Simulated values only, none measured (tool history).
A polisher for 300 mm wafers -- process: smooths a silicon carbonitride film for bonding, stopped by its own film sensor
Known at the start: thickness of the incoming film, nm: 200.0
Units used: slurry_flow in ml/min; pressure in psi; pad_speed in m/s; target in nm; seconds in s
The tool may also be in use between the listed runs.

run	hour	slurry_flow	pressure	pad_speed	slurry_solids	target	seconds
1	0.0	155	1.3	0.96	1.0	185	108.290
2	7.7	155	1.3	0.96	1.1	185	104.270
3	10.2	155	1.6	0.96	1.1	185	84.710
4	13.9	155	1.5	0.94	1.1	185	90.785
5	22.4	195	1.5	0.94	1.1	185	88.337
6	29.9	195	1.5	0.94	1.1	185	89.190
7	33.2	195	1.4	0.92	1.1	185	98.308

Run 8, settings as shown, results not yet in. Your forecast:
8	36.5	190	1.0	0.86	1.1	185	?

Run 8 came out at seconds 136.780 s.
